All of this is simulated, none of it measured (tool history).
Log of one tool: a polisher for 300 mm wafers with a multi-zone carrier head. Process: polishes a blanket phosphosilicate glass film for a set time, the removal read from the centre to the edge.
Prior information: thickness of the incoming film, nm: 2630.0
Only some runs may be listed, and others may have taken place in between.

| run | hour | flow of slurry (ml/min) | pressure of the head's centre zone | pressure of the head's middle zone | pressure of the head's edge zone | abrasive content of the slurry | polishing time (s) | film removed at the wafer's centre (angstrom) | film removed at mid-radius (angstrom) | film removed at the wafer's edge (angstrom) |
|---|---|---|---|---|---|---|---|---|---|---|
| 1 | 0.0 | 195 | 1.00 | 1.00 | 1.00 | 1.00 | 67 | 2822.8 | 2928.6 | 2901.2 |
| 2 | 3.6 | 195 | 1.00 | 1.00 | 1.00 | 1.00 | 73 | 3137.4 | 3193.7 | 3107.6 |
| 3 | 6.6 | 190 | 0.98 | 0.99 | 0.97 | 0.90 | 72 | 2809.6 | 2950.0 | 2871.5 |
| 4 | 9.9 | 185 | 0.97 | 0.98 | 0.94 | 0.80 | 72 | 2632.4 | 2817.8 | 2740.3 |
| 5 | 17.6 | 225 | 0.97 | 0.98 | 0.94 | 0.80 | 72 | 2703.1 | 2861.8 | 2748.4 |
| 6 | 19.6 | 230 | 0.96 | 0.98 | 0.92 | 0.75 | 71 | 2592.9 | 2718.8 | 2609.9 |
| 7 | 24.6 | 230 | 0.94 | 0.98 | 0.91 | 0.70 | 70 | 2440.7 | 2590.0 | 2455.1 |
| 8 | 29.1 | 230 | 0.94 | 0.98 | 0.91 | 0.70 | 70 | 2405.6 | 2599.7 | 2433.4 |
| 9 | 36.3 | 230 | 0.92 | 0.97 | 0.90 | 0.65 | 70 | 2263.5 | 2491.0 | 2384.7 |
| 10 | 40.6 | 230 | 0.91 | 0.97 | 0.89 | 0.65 | 70 | 2302.6 | 2470.5 | 2353.3 |
| 11 | 46.8 | 225 | 0.89 | 0.97 | 0.88 | 0.65 | 70 | 2205.3 | 2499.0 | 2340.5 |
| 12 | 55.0 | 225 | 0.88 | 0.97 | 0.87 | 0.65 | 70 | 2197.0 | 2468.2 | 2332.8 |
| 13 | 59.0 | 225 | 0.87 | 0.97 | 0.86 | 0.65 | 70 | 2141.2 | 2486.9 | 2307.0 |

Run 14, settings as shown, results not yet in. Your forecast:
| 14 | 66.4 | 225 | 0.87 | 0.97 | 0.85 | 0.65 | 70 | ? | ? | ? |

Run 14 produced film removed at the wafer's centre (angstrom) 2193.6, film removed at mid-radius (angstrom) 2470.9, film removed at the wafer's edge (angstrom) 2293.8.

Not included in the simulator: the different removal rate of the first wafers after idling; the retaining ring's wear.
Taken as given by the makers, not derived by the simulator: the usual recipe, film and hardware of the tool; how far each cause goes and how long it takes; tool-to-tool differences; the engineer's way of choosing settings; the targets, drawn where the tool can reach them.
